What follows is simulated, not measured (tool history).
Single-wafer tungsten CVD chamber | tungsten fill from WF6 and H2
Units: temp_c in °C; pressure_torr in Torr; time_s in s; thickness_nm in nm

run 1 hour=0 | temp_c=385 pressure_torr=36.4 time_s=30.5 | thickness_nm=75.003
run 2 hour=3.3 | temp_c=385 pressure_torr=32.4 time_s=30.5 | thickness_nm=70.017
run 3 hour=7.2 | temp_c=385 pressure_torr=35.3 time_s=30.5 | thickness_nm=72.6
run 4 hour=15.6 | temp_c=385 pressure_torr=35.3 time_s=29.2 | thickness_nm=70.23
run 5 hour=20.3 | temp_c=385 pressure_torr=35.3 time_s=30.5 | thickness_nm=72.849
run 6 hour=23.5 | temp_c=385 pressure_torr=38.2 time_s=30.5 | thickness_nm=75.652
run 7 hour=24.1 | temp_c=383 pressure_torr=38.1 time_s=30.5 | thickness_nm=72.619
run 8 hour=25.1 | temp_c=381 pressure_torr=38 time_s=30.5 | thickness_nm=70.84

The next listed run, before its measurement:
run 9 hour=26.4 | temp_c=379 pressure_torr=37.9 time_s=30.5 | thickness_nm=?

Run 9 gave thickness_nm 68.636 nm.

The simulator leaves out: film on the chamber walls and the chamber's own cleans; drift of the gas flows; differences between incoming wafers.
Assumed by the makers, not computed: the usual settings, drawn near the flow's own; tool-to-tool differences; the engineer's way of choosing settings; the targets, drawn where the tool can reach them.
